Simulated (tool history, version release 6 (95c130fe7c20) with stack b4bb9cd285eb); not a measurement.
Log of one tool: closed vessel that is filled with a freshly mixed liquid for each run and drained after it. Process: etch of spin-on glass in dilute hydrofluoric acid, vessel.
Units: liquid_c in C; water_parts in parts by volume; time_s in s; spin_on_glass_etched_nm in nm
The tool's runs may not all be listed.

| run | hour | liquid_c | water_parts | time_s | spin_on_glass_etched_nm |
|---|---|---|---|---|---|
| 1 | 0 | 22 | 160 | 30 | 4.9939 |
| 2 | 3 | 21.5 | 165 | 30 | 4.6804 |
| 3 | 9 | 21.5 | 165 | 30 | 4.6666 |
| 4 | 12.7 | 21 | 170 | 30 | 4.3986 |
| 5 | 13.9 | 20.5 | 175 | 30 | 4.1987 |
| 6 | 17.3 | 20 | 180 | 30 | 4.0221 |

The next listed run, before its measurement:
| 7 | 19.4 | 19.5 | 185 | 30 | ? |

Run 7 gave spin_on_glass_etched_nm 3.7535 nm.

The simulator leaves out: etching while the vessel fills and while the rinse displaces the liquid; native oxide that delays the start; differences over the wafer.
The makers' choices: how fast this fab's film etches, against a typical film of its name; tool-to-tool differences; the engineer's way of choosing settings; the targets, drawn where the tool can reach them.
